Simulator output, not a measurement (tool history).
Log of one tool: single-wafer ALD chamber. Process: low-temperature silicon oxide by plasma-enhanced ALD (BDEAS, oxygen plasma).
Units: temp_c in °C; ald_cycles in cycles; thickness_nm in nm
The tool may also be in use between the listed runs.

Run 1, hour 0: temp_c 105 °C, ald_cycles 55 cycles. Result: thickness_nm 8.4658 nm.
Run 2, hour 1.5: temp_c 103 °C, ald_cycles 57 cycles. Result: thickness_nm 8.7335 nm.
Run 3, hour 5.5: temp_c 102 °C, ald_cycles 59 cycles. Result: thickness_nm 9.0437 nm.
Run 4, hour 13: temp_c 92 °C, ald_cycles 59 cycles. Result: thickness_nm 9.373 nm.
Run 5, hour 15.6: temp_c 90 °C, ald_cycles 59 cycles. Result: thickness_nm 9.383 nm.
Run 6, hour 24.6: temp_c 89 °C, ald_cycles 60 cycles. Result: thickness_nm 9.614 nm.
Run 7, hour 33.5: temp_c 88 °C, ald_cycles 60 cycles. Result: thickness_nm 9.6248 nm.
Run 8, hour 35.4: temp_c 87 °C, ald_cycles 60 cycles. Result: thickness_nm 9.6219 nm.
Run 9, hour 42.9: temp_c 86 °C, ald_cycles 60 cycles. Result: thickness_nm 9.6712 nm.

Forecast run 10:
Run 10, hour 44.6: temp_c 85 °C, ald_cycles 60 cycles. Result: thickness_nm ?.

Run 10 gave thickness_nm 9.675 nm.

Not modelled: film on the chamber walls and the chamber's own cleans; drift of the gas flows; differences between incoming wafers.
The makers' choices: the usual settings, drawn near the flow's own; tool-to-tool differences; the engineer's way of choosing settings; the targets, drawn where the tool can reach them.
